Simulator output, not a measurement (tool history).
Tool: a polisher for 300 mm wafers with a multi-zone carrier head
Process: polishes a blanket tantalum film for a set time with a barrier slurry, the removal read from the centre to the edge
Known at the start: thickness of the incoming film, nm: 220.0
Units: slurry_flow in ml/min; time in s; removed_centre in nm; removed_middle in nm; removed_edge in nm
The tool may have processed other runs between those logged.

Run 1, hour 0.0: slurry_flow 280 ml/min, centre_zone 1.00, middle_zone 1.00, edge_zone 1.00, slurry_solids 1.00, time 32 s. Result: removed_centre 66.099 nm, removed_middle 69.275 nm, removed_edge 67.559 nm.
Run 2, hour 4.0: slurry_flow 280 ml/min, centre_zone 1.00, middle_zone 1.00, edge_zone 0.98, slurry_solids 0.95, time 30 s. Result: removed_centre 62.375 nm, removed_middle 63.212 nm, removed_edge 61.384 nm.
Run 3, hour 9.6: slurry_flow 280 ml/min, centre_zone 1.00, middle_zone 1.00, edge_zone 0.98, slurry_solids 0.95, time 33 s. Result: removed_centre 66.987 nm, removed_middle 70.712 nm, removed_edge 67.553 nm.
Run 4, hour 15.4: slurry_flow 280 ml/min, centre_zone 1.00, middle_zone 1.00, edge_zone 1.03, slurry_solids 0.95, time 33 s. Result: removed_centre 68.728 nm, removed_middle 68.662 nm, removed_edge 69.294 nm.
Run 5, hour 24.1: slurry_flow 280 ml/min, centre_zone 1.00, middle_zone 0.99, edge_zone 1.01, slurry_solids 0.90, time 31 s. Result: removed_centre 62.255 nm, removed_middle 63.730 nm, removed_edge 62.824 nm.
Run 6, hour 29.7: slurry_flow 280 ml/min, centre_zone 1.00, middle_zone 0.98, edge_zone 0.99, slurry_solids 0.85, time 30 s. Result: removed_centre 59.464 nm, removed_middle 59.945 nm, removed_edge 60.016 nm.

Run 7, settings as shown, results not yet in. Your forecast:
Run 7, hour 31.3: slurry_flow 280 ml/min, centre_zone 1.01, middle_zone 0.98, edge_zone 0.97, slurry_solids 0.80, time 29 s. Result: removed_centre ?, removed_middle ?, removed_edge ?.

Run 7 produced removed_centre 56.278 nm, removed_middle 56.317 nm, removed_edge 56.122 nm.
